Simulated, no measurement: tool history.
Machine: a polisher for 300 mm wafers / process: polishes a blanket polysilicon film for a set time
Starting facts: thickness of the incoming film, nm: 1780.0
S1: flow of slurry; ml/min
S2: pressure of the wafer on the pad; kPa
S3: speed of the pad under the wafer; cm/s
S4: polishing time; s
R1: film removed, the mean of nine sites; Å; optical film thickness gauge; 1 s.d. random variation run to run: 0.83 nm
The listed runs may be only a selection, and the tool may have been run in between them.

| run | day | S1 | S2 | S3 | S4 | R1 |
|---|---|---|---|---|---|---|
| 1 | 0 | 285 | 18.6 | 92 | 27 | 2369.6 |
| 2 | 0.112 | 230 | 18.6 | 92 | 27 | 2306.3 |
| 3 | 0.158 | 230 | 14.5 | 92 | 27 | 1816.7 |
| 4 | 0.4 | 230 | 13.8 | 90 | 27 | 1691.5 |
| 5 | 0.638 | 230 | 11 | 90 | 27 | 1365 |
| 6 | 0.888 | 230 | 15.2 | 90 | 27 | 1839 |

What does the tool deliver on the next run?
| 7 | 1.075 | 230 | 13.8 | 90 | 27 | ? |

Run 7 gave R1 1708.8 Å.

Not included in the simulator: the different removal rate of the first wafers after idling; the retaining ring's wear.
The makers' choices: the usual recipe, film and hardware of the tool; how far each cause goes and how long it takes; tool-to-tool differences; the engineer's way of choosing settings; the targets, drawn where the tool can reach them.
